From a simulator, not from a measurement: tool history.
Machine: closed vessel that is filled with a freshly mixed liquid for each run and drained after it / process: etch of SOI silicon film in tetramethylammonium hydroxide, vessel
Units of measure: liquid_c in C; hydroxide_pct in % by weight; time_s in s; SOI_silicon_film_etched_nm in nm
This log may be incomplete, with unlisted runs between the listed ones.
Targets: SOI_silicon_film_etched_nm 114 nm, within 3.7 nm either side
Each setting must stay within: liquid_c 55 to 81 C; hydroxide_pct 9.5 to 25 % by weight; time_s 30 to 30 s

run,hour,liquid_c,hydroxide_pct,time_s,SOI_silicon_film_etched_nm
1,0,68,18.5,30,154.47
2,7.7,67,18.5,30,145.98
3,13.6,66.5,18.5,30,140.03
4,16.5,66.5,15,30,155
5,21.2,66.5,16.5,30,146.75
6,22.5,66,16.5,30,142.18
7,23.5,65.5,16.5,30,139.2
8,29.7,65,16.5,30,136.15
# hour 34.1: hydroxide flow meter replaced
9,34.1,61.5,16.5,30,105.73
10,42.6,62,16.5,30,110.26

Consider the 4 candidate settings below. Which is the only one whose results all fall within their allowed miss of target?
A,51.1,61.5,16.5,30,?
B,51.1,60.5,14.5,30,?
C,51.1,63,18,30,?
D,51.1,62,17,30,?

move,SOI_silicon_film_etched_nm
A,106.25
B,105.08
C,112.71
D,108.39
A: further off than the last run
B: further off than the last run
C: all results land within tolerance of their targets
D: further off than the last run
Move C is the one to make.

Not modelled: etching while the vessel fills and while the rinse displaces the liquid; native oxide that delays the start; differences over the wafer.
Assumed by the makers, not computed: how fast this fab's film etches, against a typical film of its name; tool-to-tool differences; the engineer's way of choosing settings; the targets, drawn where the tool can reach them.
